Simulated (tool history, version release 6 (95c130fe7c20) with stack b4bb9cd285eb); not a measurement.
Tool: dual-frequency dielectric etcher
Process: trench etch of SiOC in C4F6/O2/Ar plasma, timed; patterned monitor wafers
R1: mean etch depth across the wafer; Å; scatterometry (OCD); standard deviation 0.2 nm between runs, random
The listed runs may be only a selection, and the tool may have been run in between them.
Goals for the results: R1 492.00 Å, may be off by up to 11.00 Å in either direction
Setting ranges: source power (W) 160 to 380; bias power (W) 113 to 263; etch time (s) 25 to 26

run 1 day=0.000 | source_power_(W)=270 bias_power_(W)=188 etch_time_(s)=25 | R1=439.15
run 2 day=0.025 | source_power_(W)=250 bias_power_(W)=188 etch_time_(s)=25 | R1=426.19
run 3 day=0.271 | source_power_(W)=250 bias_power_(W)=157 etch_time_(s)=25 | R1=412.23
run 4 day=0.362 | source_power_(W)=250 bias_power_(W)=174 etch_time_(s)=25 | R1=416.69
run 5 day=0.608 | source_power_(W)=250 bias_power_(W)=174 etch_time_(s)=26 | R1=437.74
run 6 day=0.971 | source_power_(W)=210 bias_power_(W)=174 etch_time_(s)=26 | R1=410.10
run 7 day=1.017 | source_power_(W)=230 bias_power_(W)=177 etch_time_(s)=26 | R1=425.25
run 8 day=1.383 | source_power_(W)=240 bias_power_(W)=179 etch_time_(s)=26 | R1=433.12
run 9 day=1.733 | source_power_(W)=300 bias_power_(W)=194 etch_time_(s)=26 | R1=484.67

Below are 5 possible settings for the next run. Only one of them brings all results inside the allowed miss of their targets. Which is it?
run A day=2.083 | source_power_(W)=280 bias_power_(W)=196 etch_time_(s)=26 | R1=?
run B day=2.083 | source_power_(W)=300 bias_power_(W)=170 etch_time_(s)=26 | R1=?
run C day=2.083 | source_power_(W)=310 bias_power_(W)=198 etch_time_(s)=26 | R1=?
run D day=2.083 | source_power_(W)=310 bias_power_(W)=178 etch_time_(s)=25 | R1=?
run E day=2.083 | source_power_(W)=280 bias_power_(W)=247 etch_time_(s)=25 | R1=?

move=A R1=467.07
move=B R1=466.53
move=C R1=486.72
move=D R1=458.28
move=E R1=471.97
A: misses by more than the last run did
B: misses by more than the last run did
C: all results in spec
D: misses by more than the last run did
E: misses by more than the last run did
C is the move that brings every result within its allowed miss.

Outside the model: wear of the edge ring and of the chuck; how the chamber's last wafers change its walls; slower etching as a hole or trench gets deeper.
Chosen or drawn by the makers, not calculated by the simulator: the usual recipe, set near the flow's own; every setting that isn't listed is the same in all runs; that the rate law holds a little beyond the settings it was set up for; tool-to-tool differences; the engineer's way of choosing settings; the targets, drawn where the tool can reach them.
